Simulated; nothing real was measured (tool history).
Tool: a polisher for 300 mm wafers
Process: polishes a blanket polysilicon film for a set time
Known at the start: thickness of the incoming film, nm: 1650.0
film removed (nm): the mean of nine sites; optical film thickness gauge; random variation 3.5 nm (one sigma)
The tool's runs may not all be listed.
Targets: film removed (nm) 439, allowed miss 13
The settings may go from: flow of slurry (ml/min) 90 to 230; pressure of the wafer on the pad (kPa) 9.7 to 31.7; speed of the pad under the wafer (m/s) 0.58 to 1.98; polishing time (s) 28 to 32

| run | hour | flow of slurry (ml/min) | pressure of the wafer on the pad (kPa) | speed of the pad under the wafer (m/s) | polishing time (s) | film removed (nm) |
|---|---|---|---|---|---|---|
| 1 | 0 | 150 | 20.7 | 1.28 | 32 | 316.59 |
| 2 | 4.1 | 150 | 20.7 | 1.28 | 28 | 270.78 |
| 3 | 7.7 | 155 | 22.8 | 1.28 | 28 | 296.26 |
| 4 | 16.4 | 155 | 24.8 | 1.3 | 28 | 323.67 |
| 5 | 19 | 155 | 26.9 | 1.32 | 28 | 352.81 |
| 6 | 21.1 | 155 | 26.9 | 1.32 | 28 | 346.39 |
| 7 | 21.7 | 160 | 28.3 | 1.34 | 28 | 367.53 |
| 8 | 27.9 | 160 | 29 | 1.36 | 28 | 382.65 |
|  | 32.2 | worn pad replaced by a new one |
| 9 | 32.2 | 160 | 29.6 | 1.38 | 28 | 417.44 |

5 next moves are on the table. One of them brings every result within its allowed miss. Which?
| A | 36.5 | 180 | 30.3 | 1.32 | 28 | ? |
| B | 36.5 | 155 | 29 | 1.28 | 28 | ? |
| C | 36.5 | 175 | 31.7 | 1.24 | 28 | ? |
| D | 36.5 | 185 | 31.7 | 1.18 | 32 | ? |
| E | 36.5 | 130 | 29 | 1.26 | 29 | ? |

| move | film removed (nm) |
|---|---|
| A | 410.43 |
| B | 377.65 |
| C | 399.61 |
| D | 437.71 |
| E | 378.19 |
A: further off than the last run
B: further off than the last run
C: further off than the last run
D: meets every target
E: further off than the last run
The right move is D.
